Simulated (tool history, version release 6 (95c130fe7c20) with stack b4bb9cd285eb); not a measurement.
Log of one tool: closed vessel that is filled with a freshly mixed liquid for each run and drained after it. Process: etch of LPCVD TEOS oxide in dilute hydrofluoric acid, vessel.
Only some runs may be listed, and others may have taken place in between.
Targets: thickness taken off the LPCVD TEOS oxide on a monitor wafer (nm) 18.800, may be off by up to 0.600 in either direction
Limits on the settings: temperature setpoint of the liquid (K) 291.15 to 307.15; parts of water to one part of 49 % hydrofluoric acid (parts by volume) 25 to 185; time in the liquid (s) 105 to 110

run	hour	temperature setpoint of the liquid (K)	parts of water to one part of 49 % hydrofluoric acid (parts by volume)	time in the liquid (s)	thickness taken off the LPCVD TEOS oxide on a monitor wafer (nm)
1	0.0	299.15	105	105	36.409
2	0.9	301.65	105	105	40.706
3	7.6	299.65	110	105	34.771
4	14.6	298.15	115	105	31.806
5	17.1	297.15	120	105	28.577
6	21.4	296.15	125	105	26.770
7	28.9	295.15	130	105	24.602
8	37.8	294.65	135	105	22.873

Below are 4 possible settings for the next run. Only one of them brings all results inside the allowed miss of their targets. Which is it?
A	46.7	296.15	130	105	?
B	46.7	293.15	120	110	?
C	46.7	299.65	185	105	?
D	46.7	295.65	110	110	?

move	thickness taken off the LPCVD TEOS oxide on a monitor wafer (nm)
A	25.528
B	25.996
C	19.215
D	31.714
A: misses by more than the last run did
B: misses by more than the last run did
C: meets every target
D: misses by more than the last run did
Move C is the one to make.

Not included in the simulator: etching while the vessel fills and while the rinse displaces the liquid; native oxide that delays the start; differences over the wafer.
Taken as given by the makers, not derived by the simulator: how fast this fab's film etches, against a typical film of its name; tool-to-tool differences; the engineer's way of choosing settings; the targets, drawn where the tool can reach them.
